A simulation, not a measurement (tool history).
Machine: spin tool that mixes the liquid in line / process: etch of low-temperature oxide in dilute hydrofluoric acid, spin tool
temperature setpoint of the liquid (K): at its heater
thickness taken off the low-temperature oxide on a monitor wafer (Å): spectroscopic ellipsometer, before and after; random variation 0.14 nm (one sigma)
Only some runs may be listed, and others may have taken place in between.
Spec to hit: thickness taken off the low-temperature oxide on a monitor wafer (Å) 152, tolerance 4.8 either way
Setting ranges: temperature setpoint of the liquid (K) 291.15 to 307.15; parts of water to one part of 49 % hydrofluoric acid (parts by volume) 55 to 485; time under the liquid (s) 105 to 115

run	hour	temperature setpoint of the liquid (K)	parts of water to one part of 49 % hydrofluoric acid (parts by volume)	time under the liquid (s)	thickness taken off the low-temperature oxide on a monitor wafer (Å)
1	0	299.15	270	105	56.748
2	1.7	299.15	190	105	88.15
3	3.7	299.15	100	105	191.04
4	12	298.65	100	105	180.44
5	20.3	295.15	100	105	161.07
6	26.8	295.15	160	105	93.372
7	33.8	296.15	160	105	97.316
# hour 41.4: hydrofluoric acid flow meter replaced
8	41.4	297.15	160	105	108.05
9	49.5	297.65	160	105	110.22
10	53.9	298.15	160	105	112.43
11	59.7	298.65	160	105	114.48
12	60.7	299.15	160	105	116.51
13	69.1	299.65	160	105	117.51

Which single option among these 5 for the next run brings every result within its allowed miss of target? Just one does.
A	77.5	299.15	120	115	?
B	77.5	297.65	115	110	?
C	77.5	299.15	125	110	?
D	77.5	300.65	130	110	?
E	77.5	302.15	150	115	?

move	thickness taken off the low-temperature oxide on a monitor wafer (Å)
A	177.54
B	168.25
C	162.02
D	163.84
E	152.94
A: the result that was furthest off in the last run now lies on the other side of its target
B: the result that was furthest off in the last run now lies on the other side of its target
C: the result that was furthest off in the last run now lies on the other side of its target
D: the result that was furthest off in the last run now lies on the other side of its target
E: every result within its allowed miss
The right move is E.

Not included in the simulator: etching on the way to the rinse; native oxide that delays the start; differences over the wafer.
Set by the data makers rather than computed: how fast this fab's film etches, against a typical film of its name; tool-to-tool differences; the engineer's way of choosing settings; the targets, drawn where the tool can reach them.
